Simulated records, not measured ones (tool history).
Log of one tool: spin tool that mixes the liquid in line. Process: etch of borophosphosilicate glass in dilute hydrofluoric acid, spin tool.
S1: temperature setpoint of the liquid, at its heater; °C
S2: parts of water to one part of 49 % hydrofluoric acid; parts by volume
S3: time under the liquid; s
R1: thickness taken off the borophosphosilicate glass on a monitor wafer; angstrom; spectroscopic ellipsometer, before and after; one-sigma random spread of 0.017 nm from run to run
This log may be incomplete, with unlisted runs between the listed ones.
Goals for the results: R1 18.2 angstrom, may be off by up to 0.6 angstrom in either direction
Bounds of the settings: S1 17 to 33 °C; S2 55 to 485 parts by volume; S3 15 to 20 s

Run 1, hour 0: S1 25 °C, S2 270 parts by volume, S3 20 s. Result: R1 34.124 angstrom.
Run 2, hour 8.8: S1 25 °C, S2 230 parts by volume, S3 20 s. Result: R1 41.77 angstrom.
Run 3, hour 17: S1 22.5 °C, S2 230 parts by volume, S3 20 s. Result: R1 38.672 angstrom.
Run 4, hour 23.4: S1 22.5 °C, S2 180 parts by volume, S3 20 s. Result: R1 51.197 angstrom.
Run 5, hour 31.9: S1 26 °C, S2 180 parts by volume, S3 20 s. Result: R1 59.428 angstrom.
Run 6, hour 37.2: S1 26 °C, S2 85 parts by volume, S3 20 s. Result: R1 141.99 angstrom.
Run 7, hour 41.4: S1 22 °C, S2 195 parts by volume, S3 20 s. Result: R1 45.943 angstrom.
Run 8, hour 48.1: S1 21.5 °C, S2 205 parts by volume, S3 20 s. Result: R1 42.417 angstrom.
Run 9, hour 52.5: S1 21 °C, S2 215 parts by volume, S3 20 s. Result: R1 39.841 angstrom.
At hour 58.6: thermometer replaced.
Run 10, hour 58.6: S1 20.5 °C, S2 225 parts by volume, S3 20 s. Result: R1 34.093 angstrom.
Run 11, hour 63.2: S1 20 °C, S2 230 parts by volume, S3 20 s. Result: R1 32.804 angstrom.
Run 12, hour 66.7: S1 19.5 °C, S2 235 parts by volume, S3 20 s. Result: R1 30.562 angstrom.
Run 13, hour 71.5: S1 19.5 °C, S2 240 parts by volume, S3 20 s. Result: R1 30.529 angstrom.
Run 14, hour 75.1: S1 19.5 °C, S2 245 parts by volume, S3 20 s. Result: R1 29.74 angstrom.

Which one of the following 5 next-run settings gets every result inside its allowed miss? There is exactly one.
Run A, hour 78.7: S1 24.5 °C, S2 195 parts by volume, S3 20 s. Result: R1 ?.
Run B, hour 78.7: S1 23 °C, S2 190 parts by volume, S3 20 s. Result: R1 ?.
Run C, hour 78.7: S1 19.5 °C, S2 285 parts by volume, S3 15 s. Result: R1 ?.
Run D, hour 78.7: S1 17.5 °C, S2 230 parts by volume, S3 15 s. Result: R1 ?.
Run E, hour 78.7: S1 19.5 °C, S2 120 parts by volume, S3 20 s. Result: R1 ?.

move      R1
   A  47.713
   B  46.559
   C  18.626
   D   22.47
   E  69.251
A: its largest miss is bigger than the last run's
B: its largest miss is bigger than the last run's
C: every result lands within tolerance
D: moves toward the targets from the last run without getting all of them in spec
E: its largest miss is bigger than the last run's
So the answer is move C, the one that meets all the targets.

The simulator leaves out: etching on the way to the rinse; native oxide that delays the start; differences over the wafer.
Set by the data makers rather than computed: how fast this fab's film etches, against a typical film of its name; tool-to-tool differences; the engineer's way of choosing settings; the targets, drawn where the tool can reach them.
